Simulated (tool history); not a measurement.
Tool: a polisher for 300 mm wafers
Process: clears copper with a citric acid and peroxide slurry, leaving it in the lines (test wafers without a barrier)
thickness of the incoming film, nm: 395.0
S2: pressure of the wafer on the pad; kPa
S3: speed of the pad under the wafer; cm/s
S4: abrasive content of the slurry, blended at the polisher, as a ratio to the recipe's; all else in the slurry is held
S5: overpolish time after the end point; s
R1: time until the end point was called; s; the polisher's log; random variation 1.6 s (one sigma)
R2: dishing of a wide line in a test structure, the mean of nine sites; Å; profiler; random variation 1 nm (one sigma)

run 1 hour=0 | flow_of_slurry_(ml/min)=120 S2=25.5 S3=92 S4=1 S5=28 | R1=156.84 R2=538.78
run 2 hour=3.7 | flow_of_slurry_(ml/min)=110 S2=24.1 S3=92 S4=1 S5=28 | R1=166.49 R2=497.22
run 3 hour=12.6 | flow_of_slurry_(ml/min)=105 S2=23.4 S3=92 S4=1 S5=29 | R1=175.42 R2=500.9
run 4 hour=19.3 | flow_of_slurry_(ml/min)=105 S2=28.3 S3=92 S4=1 S5=29 | R1=144.91 R2=593.99
run 5 hour=23.1 | flow_of_slurry_(ml/min)=105 S2=28.3 S3=92 S4=1 S5=17 | R1=144.46 R2=359.85
run 6 hour=29.7 | flow_of_slurry_(ml/min)=100 S2=26.2 S3=92 S4=1 S5=20 | R1=159.33 R2=381.21
run 7 hour=33.8 | flow_of_slurry_(ml/min)=95 S2=24.8 S3=92 S4=1 S5=22 | R1=169.67 R2=398.16

The next listed run, before its measurement:
run 8 hour=39.2 | flow_of_slurry_(ml/min)=90 S2=24.1 S3=92 S4=1 S5=24 | R1=? R2=?

{"run 8": {"R1": 178.44, "R2": 397.67}}

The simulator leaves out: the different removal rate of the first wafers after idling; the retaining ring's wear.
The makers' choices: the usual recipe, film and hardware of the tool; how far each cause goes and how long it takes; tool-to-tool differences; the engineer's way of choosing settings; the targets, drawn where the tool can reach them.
